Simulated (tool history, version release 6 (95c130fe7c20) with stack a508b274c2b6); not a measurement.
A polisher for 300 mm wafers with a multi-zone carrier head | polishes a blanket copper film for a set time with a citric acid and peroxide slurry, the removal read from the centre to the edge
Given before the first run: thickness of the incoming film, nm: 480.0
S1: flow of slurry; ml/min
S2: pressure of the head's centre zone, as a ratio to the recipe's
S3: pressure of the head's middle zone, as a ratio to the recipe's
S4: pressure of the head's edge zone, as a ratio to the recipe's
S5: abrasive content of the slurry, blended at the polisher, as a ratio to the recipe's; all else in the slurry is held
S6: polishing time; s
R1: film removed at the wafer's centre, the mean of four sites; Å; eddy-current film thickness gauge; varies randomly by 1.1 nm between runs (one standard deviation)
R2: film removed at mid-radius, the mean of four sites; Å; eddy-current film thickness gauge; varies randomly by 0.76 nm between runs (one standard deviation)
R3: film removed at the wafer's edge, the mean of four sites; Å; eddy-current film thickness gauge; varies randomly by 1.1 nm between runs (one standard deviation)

Run 1, hour 0.0: S1 245 ml/min, S2 1.00, S3 1.00, S4 1.00, S5 1.00, S6 53 s. Result: R1 1274.80 Å, R2 1259.90 Å, R3 1346.40 Å.
Run 2, hour 6.3: S1 245 ml/min, S2 1.00, S3 1.00, S4 1.00, S5 0.90, S6 53 s. Result: R1 1316.20 Å, R2 1241.10 Å, R3 1264.40 Å.
Run 3, hour 12.7: S1 235 ml/min, S2 0.95, S3 0.99, S4 0.99, S5 0.85, S6 48 s. Result: R1 1073.90 Å, R2 1074.00 Å, R3 1135.30 Å.
Run 4, hour 18.2: S1 235 ml/min, S2 0.95, S3 0.99, S4 0.99, S5 0.85, S6 41 s. Result: R1 932.75 Å, R2 943.08 Å, R3 976.87 Å.
Run 5, hour 24.0: S1 235 ml/min, S2 0.88, S3 0.99, S4 0.99, S5 0.85, S6 41 s. Result: R1 867.01 Å, R2 926.75 Å, R3 970.12 Å.
Run 6, hour 29.5: S1 235 ml/min, S2 0.87, S3 0.99, S4 0.96, S5 0.75, S6 41 s. Result: R1 843.46 Å, R2 903.06 Å, R3 954.47 Å.
Run 7, hour 35.2: S1 235 ml/min, S2 0.89, S3 1.01, S4 0.95, S5 0.70, S6 39 s. Result: R1 801.14 Å, R2 866.95 Å, R3 872.82 Å.
Run 8, hour 38.1: S1 230 ml/min, S2 0.90, S3 1.01, S4 0.93, S5 0.65, S6 39 s. Result: R1 800.72 Å, R2 841.17 Å, R3 847.23 Å.

What does the tool deliver on the next run?
Run 9, hour 38.8: S1 230 ml/min, S2 0.90, S3 1.01, S4 0.93, S5 0.65, S6 39 s. Result: R1 ?, R2 ?, R3 ?.

Run 9 gave R1 806.56 Å, R2 874.01 Å, R3 861.23 Å.
